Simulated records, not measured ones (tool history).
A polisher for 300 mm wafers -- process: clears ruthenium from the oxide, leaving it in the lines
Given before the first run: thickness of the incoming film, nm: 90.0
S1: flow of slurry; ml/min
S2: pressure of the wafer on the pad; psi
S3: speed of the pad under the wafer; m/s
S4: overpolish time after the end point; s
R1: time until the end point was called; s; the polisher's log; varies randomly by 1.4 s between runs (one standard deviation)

run,hour,S1,S2,S3,S4,R1
1,0,225,2,1.14,8,65.273
2,5.3,225,2,0.88,8,84.548
3,7.7,225,1.9,0.88,8,88.372
4,15.9,225,1.8,0.88,8,94.286
5,20.9,225,1.8,1.02,8,83.297
6,21.5,225,1.7,1.02,8,87.722
7,27.4,225,1.7,1.02,8,87.637
8,34.2,225,1.6,1.02,8,91.253

Run 9 has not been measured yet. What should we expect?
9,36.3,225,1.5,1.02,8,?

R1: 100.18 s
